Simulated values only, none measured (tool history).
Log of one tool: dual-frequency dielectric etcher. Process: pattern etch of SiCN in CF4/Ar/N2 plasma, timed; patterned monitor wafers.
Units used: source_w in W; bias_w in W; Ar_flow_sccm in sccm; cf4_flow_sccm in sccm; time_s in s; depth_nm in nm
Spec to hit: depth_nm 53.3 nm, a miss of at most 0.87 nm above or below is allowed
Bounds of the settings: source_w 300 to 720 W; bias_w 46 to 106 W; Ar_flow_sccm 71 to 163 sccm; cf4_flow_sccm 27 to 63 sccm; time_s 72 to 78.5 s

{"run": 1, "day": 0.0, "source_w": 510, "bias_w": 76, "Ar_flow_sccm": 117, "cf4_flow_sccm": 45, "time_s": 78.5, "depth_nm": 82.449}
{"run": 2, "day": 0.346, "source_w": 450, "bias_w": 72, "Ar_flow_sccm": 118, "cf4_flow_sccm": 45, "time_s": 78.5, "depth_nm": 72.271}
{"run": 3, "day": 0.533, "source_w": 450, "bias_w": 72, "Ar_flow_sccm": 106, "cf4_flow_sccm": 45, "time_s": 78.5, "depth_nm": 73.478}
{"run": 4, "day": 0.838, "source_w": 450, "bias_w": 72, "Ar_flow_sccm": 106, "cf4_flow_sccm": 45, "time_s": 72, "depth_nm": 67.005}
{"run": 5, "day": 1.179, "source_w": 450, "bias_w": 72, "Ar_flow_sccm": 106, "cf4_flow_sccm": 50, "time_s": 72, "depth_nm": 68.39}
{"run": 6, "day": 1.371, "source_w": 410, "bias_w": 72, "Ar_flow_sccm": 106, "cf4_flow_sccm": 50, "time_s": 72, "depth_nm": 62.371}
{"run": 7, "day": 1.483, "source_w": 390, "bias_w": 72, "Ar_flow_sccm": 106, "cf4_flow_sccm": 50, "time_s": 72, "depth_nm": 59.298}
{"run": 8, "day": 1.658, "source_w": 380, "bias_w": 72, "Ar_flow_sccm": 106, "cf4_flow_sccm": 50, "time_s": 72, "depth_nm": 58.424}
{"run": 9, "day": 1.775, "source_w": 370, "bias_w": 72, "Ar_flow_sccm": 106, "cf4_flow_sccm": 50, "time_s": 72, "depth_nm": 56.567}
{"day": 2.142, "done": "CF4 flow controller replaced"}
{"run": 10, "day": 2.142, "source_w": 360, "bias_w": 72, "Ar_flow_sccm": 106, "cf4_flow_sccm": 50, "time_s": 72, "depth_nm": 55.943}
{"run": 11, "day": 2.433, "source_w": 350, "bias_w": 72, "Ar_flow_sccm": 106, "cf4_flow_sccm": 50, "time_s": 72, "depth_nm": 54.584}

Which one of the following 4 next-run settings gets every result inside its allowed miss? There is exactly one.
{"run": "A", "day": 2.725, "source_w": 330, "bias_w": 63, "Ar_flow_sccm": 91, "cf4_flow_sccm": 45, "time_s": 78, "depth_nm": "?"}
{"run": "B", "day": 2.725, "source_w": 320, "bias_w": 67, "Ar_flow_sccm": 72, "cf4_flow_sccm": 55, "time_s": 72, "depth_nm": "?"}
{"run": "C", "day": 2.725, "source_w": 330, "bias_w": 65, "Ar_flow_sccm": 108, "cf4_flow_sccm": 48, "time_s": 76, "depth_nm": "?"}
{"run": "D", "day": 2.725, "source_w": 340, "bias_w": 74, "Ar_flow_sccm": 103, "cf4_flow_sccm": 55, "time_s": 73.5, "depth_nm": "?"}

move=A depth_nm=53.058
move=B depth_nm=51.864
move=C depth_nm=51.532
move=D depth_nm=55.674
A: each result inside its tolerance
B: takes the result that was furthest off past its target
C: takes the result that was furthest off past its target
D: lands further from the targets than the last run did
A is the move that brings every result within its allowed miss.

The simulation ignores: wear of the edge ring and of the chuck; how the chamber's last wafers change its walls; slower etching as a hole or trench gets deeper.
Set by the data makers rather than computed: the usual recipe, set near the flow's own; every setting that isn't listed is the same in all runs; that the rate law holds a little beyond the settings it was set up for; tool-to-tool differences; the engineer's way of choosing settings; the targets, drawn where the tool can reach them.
